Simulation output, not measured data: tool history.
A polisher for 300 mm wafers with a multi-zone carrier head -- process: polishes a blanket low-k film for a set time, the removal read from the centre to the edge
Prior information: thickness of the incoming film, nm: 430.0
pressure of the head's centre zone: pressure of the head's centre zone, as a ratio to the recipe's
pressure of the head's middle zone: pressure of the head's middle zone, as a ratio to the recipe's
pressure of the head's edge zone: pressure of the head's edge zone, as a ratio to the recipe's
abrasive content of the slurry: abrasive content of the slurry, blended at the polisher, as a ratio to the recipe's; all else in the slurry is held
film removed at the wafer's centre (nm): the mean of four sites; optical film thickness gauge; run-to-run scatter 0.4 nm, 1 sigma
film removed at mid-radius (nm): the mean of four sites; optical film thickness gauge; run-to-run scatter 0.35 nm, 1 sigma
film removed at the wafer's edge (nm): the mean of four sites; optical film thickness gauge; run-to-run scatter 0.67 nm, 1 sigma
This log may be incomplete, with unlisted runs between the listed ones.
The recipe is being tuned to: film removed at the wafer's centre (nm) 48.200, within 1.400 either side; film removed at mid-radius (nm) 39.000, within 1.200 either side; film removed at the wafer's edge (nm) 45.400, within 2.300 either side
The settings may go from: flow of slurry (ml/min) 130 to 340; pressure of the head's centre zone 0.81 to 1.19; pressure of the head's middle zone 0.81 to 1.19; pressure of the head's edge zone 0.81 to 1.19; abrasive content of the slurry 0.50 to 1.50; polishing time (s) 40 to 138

run	hour	flow of slurry (ml/min)	pressure of the head's centre zone	pressure of the head's middle zone	pressure of the head's edge zone	abrasive content of the slurry	polishing time (s)	film removed at the wafer's centre (nm)	film removed at mid-radius (nm)	film removed at the wafer's edge (nm)
1	0.0	220	1.00	1.00	1.00	1.00	88	32.456	31.732	33.511
2	3.1	230	1.04	1.00	1.04	1.10	88	35.807	33.666	36.286
3	9.7	280	1.04	1.00	1.04	1.10	88	36.694	33.871	36.812
4	15.3	315	1.04	1.00	1.04	1.10	88	37.632	34.205	37.738
5	16.2	315	1.04	1.05	1.04	1.10	88	37.107	36.080	36.865
6	23.7	315	1.04	1.05	1.04	1.10	108	45.720	44.965	45.353
7	27.6	315	1.05	1.02	1.04	1.10	108	46.915	42.663	44.397
8	30.0	315	1.05	1.00	1.05	1.10	108	45.856	42.039	45.854
9	38.0	315	1.06	0.99	1.05	1.10	108	46.568	42.149	44.622
10	43.7	320	1.07	0.96	1.06	1.10	108	46.862	41.148	44.295
11	45.1	320	1.07	0.94	1.07	1.10	108	47.366	40.030	45.500

Which of these 4 next moves meets every target?
A	46.5	340	1.05	0.92	1.10	1.05	115	?	?	?
B	46.5	340	1.05	0.99	1.01	1.10	111	?	?	?
C	46.5	335	1.05	0.94	1.10	1.25	99	?	?	?
D	46.5	340	1.08	0.89	1.01	1.10	108	?	?	?

move	film removed at the wafer's centre (nm)	film removed at mid-radius (nm)	film removed at the wafer's edge (nm)
A	48.136	41.478	47.206
B	47.720	43.710	44.795
C	45.377	39.808	44.501
D	47.733	38.901	43.643
A: misses by more than the last run did
B: misses by more than the last run did
C: gets the furthest-off result to its target, but another result is out of tolerance
D: meets every target
Move D is the one to make.

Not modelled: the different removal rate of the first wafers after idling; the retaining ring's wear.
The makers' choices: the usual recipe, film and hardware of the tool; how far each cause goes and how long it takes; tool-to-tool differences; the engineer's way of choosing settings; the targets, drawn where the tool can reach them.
